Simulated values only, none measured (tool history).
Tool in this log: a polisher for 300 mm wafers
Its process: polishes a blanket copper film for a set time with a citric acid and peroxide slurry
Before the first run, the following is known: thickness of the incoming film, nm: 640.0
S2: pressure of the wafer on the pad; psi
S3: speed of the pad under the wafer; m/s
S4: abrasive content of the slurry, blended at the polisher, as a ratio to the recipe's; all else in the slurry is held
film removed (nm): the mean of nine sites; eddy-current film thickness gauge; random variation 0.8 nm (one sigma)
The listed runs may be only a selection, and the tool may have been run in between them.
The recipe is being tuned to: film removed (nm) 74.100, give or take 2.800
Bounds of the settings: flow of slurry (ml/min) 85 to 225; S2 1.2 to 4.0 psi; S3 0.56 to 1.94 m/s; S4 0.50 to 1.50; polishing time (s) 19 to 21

Run 1, hour 0.0: flow of slurry (ml/min) 145, S2 2.6 psi, S3 1.24 m/s, S4 1.00, polishing time (s) 21. Result: film removed (nm) 41.701.
Run 2, hour 2.4: flow of slurry (ml/min) 145, S2 2.7 psi, S3 1.24 m/s, S4 1.00, polishing time (s) 21. Result: film removed (nm) 41.938.
Run 3, hour 3.5: flow of slurry (ml/min) 145, S2 2.7 psi, S3 1.24 m/s, S4 1.00, polishing time (s) 21. Result: film removed (nm) 43.309.
Run 4, hour 10.1: flow of slurry (ml/min) 145, S2 2.8 psi, S3 1.24 m/s, S4 1.00, polishing time (s) 21. Result: film removed (nm) 44.067.
Run 5, hour 16.9: flow of slurry (ml/min) 145, S2 2.4 psi, S3 1.24 m/s, S4 1.00, polishing time (s) 21. Result: film removed (nm) 39.078.
Run 6, hour 23.2: flow of slurry (ml/min) 135, S2 2.4 psi, S3 1.24 m/s, S4 1.00, polishing time (s) 21. Result: film removed (nm) 38.358.
Run 7, hour 28.3: flow of slurry (ml/min) 135, S2 2.6 psi, S3 1.26 m/s, S4 1.00, polishing time (s) 21. Result: film removed (nm) 41.969.
Run 8, hour 29.5: flow of slurry (ml/min) 135, S2 2.7 psi, S3 1.28 m/s, S4 1.00, polishing time (s) 21. Result: film removed (nm) 43.875.

Which one of the following 4 next-run settings gets every result inside its allowed miss? There is exactly one.
Run A, hour 30.7: flow of slurry (ml/min) 145, S2 2.4 psi, S3 1.08 m/s, S4 1.10, polishing time (s) 19. Result: film removed (nm) ?.
Run B, hour 30.7: flow of slurry (ml/min) 145, S2 3.9 psi, S3 1.78 m/s, S4 1.00, polishing time (s) 21. Result: film removed (nm) ?.
Run C, hour 30.7: flow of slurry (ml/min) 175, S2 3.2 psi, S3 1.74 m/s, S4 1.20, polishing time (s) 21. Result: film removed (nm) ?.
Run D, hour 30.7: flow of slurry (ml/min) 135, S2 3.9 psi, S3 1.68 m/s, S4 1.15, polishing time (s) 21. Result: film removed (nm) ?.

move  film removed (nm)
   A             31.219
   B             79.523
   C             71.677
   D             77.735
A: moves away from the targets compared with the last run
B: takes the result that was furthest off past its target
C: every result lands within tolerance
D: takes the result that was furthest off past its target
Move C is the one to make.

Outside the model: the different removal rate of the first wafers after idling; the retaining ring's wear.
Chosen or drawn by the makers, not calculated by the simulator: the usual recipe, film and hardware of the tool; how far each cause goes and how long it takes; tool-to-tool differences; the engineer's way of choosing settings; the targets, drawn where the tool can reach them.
